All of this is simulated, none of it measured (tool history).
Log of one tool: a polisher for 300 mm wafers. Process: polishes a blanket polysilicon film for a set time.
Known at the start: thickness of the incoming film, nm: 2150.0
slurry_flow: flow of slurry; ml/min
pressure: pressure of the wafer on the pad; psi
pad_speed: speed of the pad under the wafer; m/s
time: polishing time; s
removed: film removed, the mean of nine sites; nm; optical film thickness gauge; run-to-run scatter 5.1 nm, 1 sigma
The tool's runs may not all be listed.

{"run": 1, "hour": 0.0, "slurry_flow": 245, "pressure": 1.7, "pad_speed": 1.02, "time": 109, "removed": 538.2}
{"run": 2, "hour": 5.7, "slurry_flow": 245, "pressure": 1.7, "pad_speed": 1.16, "time": 109, "removed": 586.69}
{"run": 3, "hour": 14.4, "slurry_flow": 245, "pressure": 1.5, "pad_speed": 1.16, "time": 109, "removed": 521.71}
{"run": 4, "hour": 19.7, "slurry_flow": 245, "pressure": 1.5, "pad_speed": 1.16, "time": 109, "removed": 517.94}
{"run": 5, "hour": 26.9, "slurry_flow": 245, "pressure": 1.7, "pad_speed": 1.16, "time": 109, "removed": 590.04}
{"run": 6, "hour": 31.8, "slurry_flow": 245, "pressure": 1.5, "pad_speed": 1.16, "time": 109, "removed": 506.81}

Estimate the outcome of run 7 from the log above:
{"run": 7, "hour": 33.4, "slurry_flow": 245, "pressure": 1.4, "pad_speed": 1.16, "time": 109, "removed": "?"}

Run 7 yielded removed 491.98 nm.
